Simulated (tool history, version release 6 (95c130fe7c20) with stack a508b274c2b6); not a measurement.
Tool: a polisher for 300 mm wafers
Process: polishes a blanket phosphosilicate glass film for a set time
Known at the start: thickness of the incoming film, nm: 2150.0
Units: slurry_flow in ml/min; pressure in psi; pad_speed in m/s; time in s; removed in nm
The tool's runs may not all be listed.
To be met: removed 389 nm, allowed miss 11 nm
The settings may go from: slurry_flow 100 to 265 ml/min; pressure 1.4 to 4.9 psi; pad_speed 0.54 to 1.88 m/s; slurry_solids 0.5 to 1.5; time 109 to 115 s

Run 1, hour 0: slurry_flow 170 ml/min, pressure 3.1 psi, pad_speed 1.2 m/s, slurry_solids 1, time 109 s. Result: removed 940.87 nm.
Run 2, hour 6.1: slurry_flow 170 ml/min, pressure 3.1 psi, pad_speed 1.02 m/s, slurry_solids 1, time 109 s. Result: removed 833.17 nm.
Run 3, hour 11.2: slurry_flow 170 ml/min, pressure 3.1 psi, pad_speed 1.02 m/s, slurry_solids 0.85, time 109 s. Result: removed 796.89 nm.
Run 4, hour 19: slurry_flow 170 ml/min, pressure 3.1 psi, pad_speed 0.88 m/s, slurry_solids 0.85, time 109 s. Result: removed 707.81 nm.
Run 5, hour 24.9: slurry_flow 165 ml/min, pressure 2.7 psi, pad_speed 0.88 m/s, slurry_solids 0.85, time 109 s. Result: removed 632.17 nm.
Run 6, hour 32.5: slurry_flow 160 ml/min, pressure 2.4 psi, pad_speed 0.86 m/s, slurry_solids 0.85, time 109 s. Result: removed 564.15 nm.
Run 7, hour 35.3: slurry_flow 155 ml/min, pressure 2.2 psi, pad_speed 0.84 m/s, slurry_solids 0.85, time 109 s. Result: removed 520.55 nm.
Run 8, hour 44.1: slurry_flow 150 ml/min, pressure 2 psi, pad_speed 0.84 m/s, slurry_solids 0.85, time 109 s. Result: removed 481.15 nm.
Run 9, hour 48.3: slurry_flow 145 ml/min, pressure 1.9 psi, pad_speed 0.84 m/s, slurry_solids 0.85, time 109 s. Result: removed 465.41 nm.
Run 10, hour 49: slurry_flow 145 ml/min, pressure 1.9 psi, pad_speed 0.84 m/s, slurry_solids 0.85, time 109 s. Result: removed 460.16 nm.
Run 11, hour 54.5: slurry_flow 140 ml/min, pressure 1.8 psi, pad_speed 0.84 m/s, slurry_solids 0.85, time 109 s. Result: removed 444.75 nm.
Run 12, hour 58.3: slurry_flow 135 ml/min, pressure 1.7 psi, pad_speed 0.84 m/s, slurry_solids 0.85, time 109 s. Result: removed 425.84 nm.
Run 13, hour 64.5: slurry_flow 130 ml/min, pressure 1.7 psi, pad_speed 0.84 m/s, slurry_solids 0.85, time 109 s. Result: removed 424.72 nm.
Run 14, hour 70.9: slurry_flow 125 ml/min, pressure 1.7 psi, pad_speed 0.84 m/s, slurry_solids 0.85, time 109 s. Result: removed 427.09 nm.
Run 15, hour 77: slurry_flow 125 ml/min, pressure 1.6 psi, pad_speed 0.84 m/s, slurry_solids 0.85, time 109 s. Result: removed 403.33 nm.
Run 16, hour 83.4: slurry_flow 120 ml/min, pressure 1.6 psi, pad_speed 0.84 m/s, slurry_solids 0.85, time 109 s. Result: removed 396.99 nm.

Which of these 4 next moves meets every target?
Run A, hour 89.8: slurry_flow 140 ml/min, pressure 1.5 psi, pad_speed 0.92 m/s, slurry_solids 0.85, time 109 s. Result: removed ?.
Run B, hour 89.8: slurry_flow 115 ml/min, pressure 1.5 psi, pad_speed 0.9 m/s, slurry_solids 0.9, time 111 s. Result: removed ?.
Run C, hour 89.8: slurry_flow 125 ml/min, pressure 1.4 psi, pad_speed 0.82 m/s, slurry_solids 0.85, time 115 s. Result: removed ?.
Run D, hour 89.8: slurry_flow 105 ml/min, pressure 1.6 psi, pad_speed 0.8 m/s, slurry_solids 1.05, time 113 s. Result: removed ?.

move  removed
   A   420.54
   B   417.71
   C   384.47
   D   426.18
A: further off than the last run
B: further off than the last run
C: meets every target
D: further off than the last run
Answer: C
